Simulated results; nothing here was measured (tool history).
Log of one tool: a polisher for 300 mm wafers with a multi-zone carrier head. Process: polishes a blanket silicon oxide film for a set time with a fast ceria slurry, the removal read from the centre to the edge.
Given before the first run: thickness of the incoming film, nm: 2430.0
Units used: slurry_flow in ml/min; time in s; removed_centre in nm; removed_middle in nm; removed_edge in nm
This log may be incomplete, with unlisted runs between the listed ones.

run 1 hour=0 | slurry_flow=265 centre_zone=1 middle_zone=1 edge_zone=1 time=42 | removed_centre=981 removed_middle=1028.2 removed_edge=992.26
run 2 hour=8.7 | slurry_flow=265 centre_zone=1 middle_zone=0.99 edge_zone=0.97 time=39 | removed_centre=921.18 removed_middle=912.9 removed_edge=866.83
run 3 hour=13.4 | slurry_flow=265 centre_zone=0.92 middle_zone=0.99 edge_zone=0.97 time=39 | removed_centre=836.79 removed_middle=919.81 removed_edge=896.76
run 4 hour=21.4 | slurry_flow=265 centre_zone=0.92 middle_zone=0.99 edge_zone=0.93 time=39 | removed_centre=841.92 removed_middle=940.86 removed_edge=859.11
run 5 hour=30 | slurry_flow=315 centre_zone=0.92 middle_zone=0.99 edge_zone=0.93 time=39 | removed_centre=863.56 removed_middle=944.33 removed_edge=879.39
run 6 hour=35.4 | slurry_flow=315 centre_zone=0.92 middle_zone=0.99 edge_zone=0.93 time=35 | removed_centre=764.26 removed_middle=841.64 removed_edge=781.99
run 7 hour=38 | slurry_flow=315 centre_zone=0.91 middle_zone=0.97 edge_zone=0.91 time=34 | removed_centre=737.65 removed_middle=816.79 removed_edge=763.91
run 8 hour=43.8 | slurry_flow=315 centre_zone=0.92 middle_zone=0.95 edge_zone=0.89 time=33 | removed_centre=730 removed_middle=776.97 removed_edge=735.96
run 9 hour=44.5 | slurry_flow=315 centre_zone=0.92 middle_zone=0.94 edge_zone=0.88 time=32 | removed_centre=709.29 removed_middle=737.77 removed_edge=695.42
run 10 hour=49.1 | slurry_flow=310 centre_zone=0.91 middle_zone=0.93 edge_zone=0.87 time=32 | removed_centre=682.1 removed_middle=737.86 removed_edge=727.97
run 11 hour=53.2 | slurry_flow=315 centre_zone=0.92 middle_zone=0.93 edge_zone=0.87 time=31 | removed_centre=680.77 removed_middle=723.81 removed_edge=674.53
run 12 hour=57.9 | slurry_flow=310 centre_zone=0.92 middle_zone=0.92 edge_zone=0.86 time=31 | removed_centre=677.47 removed_middle=705.71 removed_edge=672.95
run 13 hour=65.7 | slurry_flow=300 centre_zone=0.92 middle_zone=0.91 edge_zone=0.85 time=31 | removed_centre=680.82 removed_middle=689.44 removed_edge=655.35
run 14 hour=69.6 | slurry_flow=290 centre_zone=0.91 middle_zone=0.9 edge_zone=0.84 time=31 | removed_centre=666.02 removed_middle=685.94 removed_edge=672.42
run 15 hour=70.7 | slurry_flow=315 centre_zone=0.94 middle_zone=0.91 edge_zone=0.83 time=27 | removed_centre=610.33 removed_middle=605.36 removed_edge=584.67
run 16 hour=72.4 | slurry_flow=310 centre_zone=0.96 middle_zone=0.95 edge_zone=0.87 time=29 | removed_centre=674.22 removed_middle=668.49 removed_edge=629.85
run 17 hour=75 | slurry_flow=305 centre_zone=0.96 middle_zone=0.95 edge_zone=0.86 time=29 | removed_centre=663.26 removed_middle=678.25 removed_edge=633.78

Estimate the outcome of run 18 from the log above:
run 18 hour=82.5 | slurry_flow=300 centre_zone=0.96 middle_zone=0.94 edge_zone=0.85 time=29 | removed_centre=? removed_middle=? removed_edge=?

removed_centre: 671.78 nm
removed_middle: 665.18 nm
removed_edge: 636.42 nm
